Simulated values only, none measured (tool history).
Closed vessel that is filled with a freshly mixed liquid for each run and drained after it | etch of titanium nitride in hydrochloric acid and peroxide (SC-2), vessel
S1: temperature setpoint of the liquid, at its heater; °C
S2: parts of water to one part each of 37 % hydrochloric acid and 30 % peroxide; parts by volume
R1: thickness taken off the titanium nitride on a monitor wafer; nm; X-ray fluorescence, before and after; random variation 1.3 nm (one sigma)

Run 1, hour 0.0: S1 50.0 °C, S2 5.5 parts by volume, time in the liquid (s) 2630. Result: R1 70.604 nm.
Run 2, hour 2.6: S1 53.0 °C, S2 5.5 parts by volume, time in the liquid (s) 2630. Result: R1 83.868 nm.
Run 3, hour 12.0: S1 55.5 °C, S2 5.5 parts by volume, time in the liquid (s) 2630. Result: R1 101.380 nm.
Run 4, hour 21.2: S1 55.5 °C, S2 4.0 parts by volume, time in the liquid (s) 2630. Result: R1 125.620 nm.
Run 5, hour 24.3: S1 55.5 °C, S2 5.5 parts by volume, time in the liquid (s) 2630. Result: R1 101.860 nm.
Run 6, hour 29.5: S1 55.5 °C, S2 4.5 parts by volume, time in the liquid (s) 2630. Result: R1 116.190 nm.

Forecast run 7:
Run 7, hour 33.5: S1 56.5 °C, S2 4.5 parts by volume, time in the liquid (s) 2630. Result: R1 ?.

{"run 7": {"R1": 122.65}}
